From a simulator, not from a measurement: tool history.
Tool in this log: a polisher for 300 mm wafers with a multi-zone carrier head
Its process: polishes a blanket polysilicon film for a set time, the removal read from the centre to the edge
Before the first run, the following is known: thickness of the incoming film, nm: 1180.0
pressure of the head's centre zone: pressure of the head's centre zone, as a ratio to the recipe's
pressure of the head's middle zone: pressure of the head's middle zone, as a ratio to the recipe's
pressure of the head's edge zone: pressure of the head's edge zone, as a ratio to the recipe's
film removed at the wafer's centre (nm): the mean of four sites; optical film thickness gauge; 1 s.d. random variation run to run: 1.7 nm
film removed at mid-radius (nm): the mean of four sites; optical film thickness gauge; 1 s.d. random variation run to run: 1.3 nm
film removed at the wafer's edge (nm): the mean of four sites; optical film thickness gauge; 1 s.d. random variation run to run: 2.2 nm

| run | hour | flow of slurry (ml/min) | pressure of the head's centre zone | pressure of the head's middle zone | pressure of the head's edge zone | polishing time (s) | film removed at the wafer's centre (nm) | film removed at mid-radius (nm) | film removed at the wafer's edge (nm) |
|---|---|---|---|---|---|---|---|---|---|
| 1 | 0 | 170 | 1 | 1 | 1 | 48 | 345.45 | 349.24 | 347.31 |
| 2 | 0.7 | 170 | 1 | 1.06 | 1 | 48 | 348.13 | 362.61 | 350.43 |
| 3 | 2.6 | 170 | 1 | 1.11 | 1 | 48 | 344.6 | 381.73 | 344 |
| 4 | 5.5 | 170 | 1 | 1.11 | 0.92 | 48 | 343.07 | 382.54 | 334.48 |
| 5 | 10.2 | 200 | 1 | 1.11 | 0.92 | 48 | 353.27 | 395.53 | 345.41 |
| 6 | 11.4 | 180 | 1.01 | 1.04 | 0.93 | 43 | 312.42 | 328.23 | 300.28 |
| 7 | 12 | 165 | 1.02 | 0.99 | 0.97 | 39 | 281.7 | 280.32 | 275.64 |

Run 8 is up next; what results do you expect?
| 8 | 16.6 | 150 | 1.03 | 0.95 | 0.98 | 37 | ? | ? | ? |

{"run 8": {"film removed at the wafer's centre (nm)": 270.39, "film removed at mid-radius (nm)": 253.78, "film removed at the wafer's edge (nm)": 264.89}}

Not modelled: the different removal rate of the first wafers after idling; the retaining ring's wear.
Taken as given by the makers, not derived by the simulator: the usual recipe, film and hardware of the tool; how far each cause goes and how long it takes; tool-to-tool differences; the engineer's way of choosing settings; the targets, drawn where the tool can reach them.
